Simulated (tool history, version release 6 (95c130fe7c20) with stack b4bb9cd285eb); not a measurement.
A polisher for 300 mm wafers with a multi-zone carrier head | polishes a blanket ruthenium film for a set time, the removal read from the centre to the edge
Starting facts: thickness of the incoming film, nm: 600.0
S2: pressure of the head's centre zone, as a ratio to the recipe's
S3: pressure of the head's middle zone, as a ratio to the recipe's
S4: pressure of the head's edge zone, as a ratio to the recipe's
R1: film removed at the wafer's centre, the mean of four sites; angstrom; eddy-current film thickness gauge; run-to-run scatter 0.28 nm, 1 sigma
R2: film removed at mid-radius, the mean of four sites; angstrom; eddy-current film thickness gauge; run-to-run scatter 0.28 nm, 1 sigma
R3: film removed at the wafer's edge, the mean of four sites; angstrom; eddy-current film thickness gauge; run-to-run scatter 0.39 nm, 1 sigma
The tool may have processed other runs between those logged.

{"run": 1, "day": 0.0, "flow of slurry (ml/min)": 280, "S2": 1, "S3": 1, "S4": 1, "polishing time (s)": 63, "R1": 561.27, "R2": 563, "R3": 555.32}
{"run": 2, "day": 0.25, "flow of slurry (ml/min)": 275, "S2": 0.99, "S3": 0.97, "S4": 0.96, "polishing time (s)": 60, "R1": 528.11, "R2": 533.54, "R3": 529.98}
{"run": 3, "day": 0.404, "flow of slurry (ml/min)": 275, "S2": 0.91, "S3": 0.97, "S4": 0.96, "polishing time (s)": 60, "R1": 487.2, "R2": 535.15, "R3": 518.1}
{"run": 4, "day": 0.462, "flow of slurry (ml/min)": 225, "S2": 0.91, "S3": 0.97, "S4": 0.96, "polishing time (s)": 60, "R1": 483.74, "R2": 526.38, "R3": 525.66}
{"run": 5, "day": 0.558, "flow of slurry (ml/min)": 250, "S2": 0.91, "S3": 0.97, "S4": 0.96, "polishing time (s)": 60, "R1": 485.67, "R2": 536.03, "R3": 524.06}
{"run": 6, "day": 0.879, "flow of slurry (ml/min)": 250, "S2": 0.91, "S3": 0.97, "S4": 0.96, "polishing time (s)": 71, "R1": 572.35, "R2": 632.74, "R3": 618.44}
{"run": 7, "day": 1.217, "flow of slurry (ml/min)": 250, "S2": 0.91, "S3": 0.97, "S4": 0.96, "polishing time (s)": 71, "R1": 573.23, "R2": 627.73, "R3": 615.4}
{"run": 8, "day": 1.292, "flow of slurry (ml/min)": 265, "S2": 0.94, "S3": 0.94, "S4": 0.93, "polishing time (s)": 65, "R1": 542.78, "R2": 573.67, "R3": 562.07}
{"run": 9, "day": 1.354, "flow of slurry (ml/min)": 280, "S2": 0.96, "S3": 0.93, "S4": 0.93, "polishing time (s)": 60, "R1": 515.15, "R2": 524.89, "R3": 513.95}
{"run": 10, "day": 1.721, "flow of slurry (ml/min)": 285, "S2": 0.97, "S3": 0.91, "S4": 0.92, "polishing time (s)": 57, "R1": 489.07, "R2": 493.73, "R3": 495.46}
{"run": 11, "day": 1.833, "flow of slurry (ml/min)": 295, "S2": 0.99, "S3": 0.89, "S4": 0.9, "polishing time (s)": 55, "R1": 479.75, "R2": 475.23, "R3": 469.77}
{"run": 12, "day": 2.075, "flow of slurry (ml/min)": 290, "S2": 1, "S3": 0.87, "S4": 0.89, "polishing time (s)": 54, "R1": 479.91, "R2": 459.62, "R3": 454.38}
{"run": 13, "day": 2.258, "flow of slurry (ml/min)": 280, "S2": 1, "S3": 0.86, "S4": 0.89, "polishing time (s)": 54, "R1": 486.42, "R2": 453.89, "R3": 459.35}
{"run": 14, "day": 2.333, "flow of slurry (ml/min)": 270, "S2": 0.99, "S3": 0.85, "S4": 0.88, "polishing time (s)": 53, "R1": 466.12, "R2": 439.62, "R3": 443.71}

Predict the results of run 15:
{"run": 15, "day": 2.575, "flow of slurry (ml/min)": 260, "S2": 0.99, "S3": 0.84, "S4": 0.87, "polishing time (s)": 53, "R1": "?", "R2": "?", "R3": "?"}

{"run 15": {"R1": 466.75, "R2": 441.94, "R3": 444.09}}

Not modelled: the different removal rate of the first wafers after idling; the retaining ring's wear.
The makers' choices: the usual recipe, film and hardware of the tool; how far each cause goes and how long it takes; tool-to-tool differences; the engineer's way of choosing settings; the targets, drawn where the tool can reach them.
